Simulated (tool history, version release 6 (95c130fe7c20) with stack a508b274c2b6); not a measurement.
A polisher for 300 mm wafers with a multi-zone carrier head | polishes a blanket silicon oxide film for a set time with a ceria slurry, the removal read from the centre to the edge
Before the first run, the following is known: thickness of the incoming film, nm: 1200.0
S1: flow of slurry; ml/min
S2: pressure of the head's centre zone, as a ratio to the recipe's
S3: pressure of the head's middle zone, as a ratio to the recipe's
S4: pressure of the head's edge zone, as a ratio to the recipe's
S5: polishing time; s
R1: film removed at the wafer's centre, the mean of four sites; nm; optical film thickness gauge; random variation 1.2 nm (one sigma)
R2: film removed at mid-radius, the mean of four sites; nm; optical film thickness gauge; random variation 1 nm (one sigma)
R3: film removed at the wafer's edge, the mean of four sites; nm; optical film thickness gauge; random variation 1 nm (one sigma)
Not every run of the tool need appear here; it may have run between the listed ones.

{"run": 1, "day": 0.0, "S1": 185, "S2": 1, "S3": 1, "S4": 1, "S5": 32, "R1": 144.2, "R2": 150.54, "R3": 139.96}
{"run": 2, "day": 0.338, "S1": 175, "S2": 1, "S3": 0.96, "S4": 0.98, "S5": 32, "R1": 141.48, "R2": 145.6, "R3": 138.17}
{"run": 3, "day": 0.504, "S1": 175, "S2": 1, "S3": 0.96, "S4": 0.98, "S5": 39, "R1": 171.82, "R2": 178.06, "R3": 170.1}
{"run": 4, "day": 0.533, "S1": 175, "S2": 1.08, "S3": 0.96, "S4": 0.98, "S5": 39, "R1": 185.39, "R2": 173.22, "R3": 168.84}
{"run": 5, "day": 0.846, "S1": 165, "S2": 1.08, "S3": 0.93, "S4": 0.97, "S5": 37, "R1": 173.91, "R2": 161.13, "R3": 157.82}
{"run": 6, "day": 1.004, "S1": 165, "S2": 1.08, "S3": 0.93, "S4": 0.9, "S5": 37, "R1": 174.15, "R2": 159.32, "R3": 152.9}
{"run": 7, "day": 1.133, "S1": 160, "S2": 1.07, "S3": 0.91, "S4": 0.91, "S5": 35, "R1": 161.05, "R2": 149.02, "R3": 145.6}

Run 8 is up next; what results do you expect?
{"run": 8, "day": 1.317, "S1": 155, "S2": 1.07, "S3": 0.89, "S4": 0.91, "S5": 34, "R1": "?", "R2": "?", "R3": "?"}

{"run 8": {"R1": 154.36, "R2": 140.05, "R3": 140.98}}
